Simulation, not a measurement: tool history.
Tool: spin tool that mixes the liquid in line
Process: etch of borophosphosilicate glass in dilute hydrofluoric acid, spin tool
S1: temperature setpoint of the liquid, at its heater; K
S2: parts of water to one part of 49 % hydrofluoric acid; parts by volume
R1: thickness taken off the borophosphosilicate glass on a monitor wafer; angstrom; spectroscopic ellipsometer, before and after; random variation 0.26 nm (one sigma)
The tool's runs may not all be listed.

run 1 hour=0.0 | S1=297.15 S2=150 time_under_the_liquid_(s)=50 | R1=147.93
run 2 hour=4.2 | S1=297.15 S2=180 time_under_the_liquid_(s)=50 | R1=117.12
run 3 hour=10.4 | S1=298.65 S2=180 time_under_the_liquid_(s)=50 | R1=125.78
run 4 hour=13.6 | S1=298.65 S2=180 time_under_the_liquid_(s)=55 | R1=137.82
run 5 hour=19.1 | S1=298.65 S2=180 time_under_the_liquid_(s)=50 | R1=124.55
run 6 hour=26.9 | S1=299.65 S2=170 time_under_the_liquid_(s)=50 | R1=138.00
run 7 hour=34.2 | S1=299.65 S2=170 time_under_the_liquid_(s)=50 | R1=138.82
run 8 hour=41.7 | S1=300.15 S2=160 time_under_the_liquid_(s)=50 | R1=155.19
run 9 hour=45.9 | S1=300.65 S2=150 time_under_the_liquid_(s)=50 | R1=167.44

Forecast run 10:
run 10 hour=52.3 | S1=304.65 S2=90 time_under_the_liquid_(s)=50 | R1=?

Run 10 gave R1 350.54 angstrom.
